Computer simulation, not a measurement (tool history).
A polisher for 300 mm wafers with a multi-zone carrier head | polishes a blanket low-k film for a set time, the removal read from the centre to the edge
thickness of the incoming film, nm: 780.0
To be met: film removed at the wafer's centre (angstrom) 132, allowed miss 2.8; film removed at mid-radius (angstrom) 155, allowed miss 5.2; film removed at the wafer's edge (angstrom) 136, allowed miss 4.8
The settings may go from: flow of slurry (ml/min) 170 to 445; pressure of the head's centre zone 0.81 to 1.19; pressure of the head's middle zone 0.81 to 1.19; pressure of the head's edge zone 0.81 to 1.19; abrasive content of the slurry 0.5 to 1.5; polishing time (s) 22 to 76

run	hour	flow of slurry (ml/min)	pressure of the head's centre zone	pressure of the head's middle zone	pressure of the head's edge zone	abrasive content of the slurry	polishing time (s)	film removed at the wafer's centre (angstrom)	film removed at mid-radius (angstrom)	film removed at the wafer's edge (angstrom)
1	0	285	1	1	1	1	49	214.83	215.49	214.55
2	8.1	285	1	1	1	1	40	175.66	173	177.03
3	9.9	285	0.95	1	1	1	40	166.95	176.53	177.84
4	16.9	285	0.95	0.97	1	1	40	166.81	172.72	176.46
5	23.7	285	0.99	0.97	1	1	40	173.64	172.29	175.07
6	32.1	295	0.96	1	0.94	0.85	40	157.16	160.65	158.43
7	40.9	290	0.93	1.03	0.9	0.8	40	144.89	161.3	148.47
8	42.9	270	0.92	1.02	0.87	0.8	40	143.27	155.69	147.4
9	47.9	275	0.91	1.04	0.85	0.75	40	136.12	153.22	139.73

5 next moves are on the table. One of them brings every result within its allowed miss. Which?
A	52.9	280	0.89	1.16	0.81	0.8	38	?	?	?
B	52.9	330	0.92	1.11	0.89	0.75	38	?	?	?
C	52.9	275	0.9	0.99	0.86	0.85	39	?	?	?
D	52.9	340	0.89	1.16	0.81	0.55	48	?	?	?
E	52.9	215	0.93	1.07	0.81	0.75	40	?	?	?

move	film removed at the wafer's centre (angstrom)	film removed at mid-radius (angstrom)	film removed at the wafer's edge (angstrom)
A	131.33	164.06	134.51
B	132.15	154.53	134.74
C	140.77	155.65	145.89
D	131.5	164.07	134.13
E	136.44	154.25	134.69
A: brings the result that was furthest off to its target, and leaves another outside
B: meets every target
C: further off than the last run
D: brings the result that was furthest off to its target, and leaves another outside
E: further off than the last run
Move B is the one to make.

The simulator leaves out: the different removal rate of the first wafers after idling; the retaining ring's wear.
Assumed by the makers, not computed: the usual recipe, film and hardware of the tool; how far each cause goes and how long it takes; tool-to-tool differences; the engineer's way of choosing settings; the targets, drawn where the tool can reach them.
